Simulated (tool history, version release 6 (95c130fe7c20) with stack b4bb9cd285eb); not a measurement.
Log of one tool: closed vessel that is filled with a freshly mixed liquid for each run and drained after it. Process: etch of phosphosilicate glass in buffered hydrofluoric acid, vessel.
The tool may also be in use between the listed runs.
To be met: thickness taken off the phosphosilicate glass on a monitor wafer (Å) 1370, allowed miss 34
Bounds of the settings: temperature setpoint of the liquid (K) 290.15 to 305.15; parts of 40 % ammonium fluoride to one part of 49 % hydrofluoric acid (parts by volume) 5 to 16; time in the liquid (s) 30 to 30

run	day	temperature setpoint of the liquid (K)	parts of 40 % ammonium fluoride to one part of 49 % hydrofluoric acid (parts by volume)	time in the liquid (s)	thickness taken off the phosphosilicate glass on a monitor wafer (Å)
1	0	298.15	9.5	30	2270.5
2	0.342	298.15	11	30	2025.2
3	0.496	298.15	11	30	2027
4	0.554	296.65	11	30	1870
5	0.846	296.65	11	30	1852.2
6	1.225	295.65	11	30	1770.3
7	1.588	294.65	11	30	1670.8
# day 1.767: thermometer replaced
8	1.767	293.65	11	30	1741.3
9	1.838	293.15	11.5	30	1650.4
10	1.9	292.65	12	30	1518.1

Which of these 4 next moves meets every target?
A	1.962	292.15	14	30	?
B	1.962	290.15	11.5	30	?
C	1.962	295.15	14	30	?
D	1.962	292.65	14	30	?

move	thickness taken off the phosphosilicate glass on a monitor wafer (Å)
A	1266.6
B	1371
C	1497.7
D	1302.8
A: takes the result that was furthest off past its target
B: meets every target
C: nearer than the last run, and not there yet
D: takes the result that was furthest off past its target
Move B is the one to make.

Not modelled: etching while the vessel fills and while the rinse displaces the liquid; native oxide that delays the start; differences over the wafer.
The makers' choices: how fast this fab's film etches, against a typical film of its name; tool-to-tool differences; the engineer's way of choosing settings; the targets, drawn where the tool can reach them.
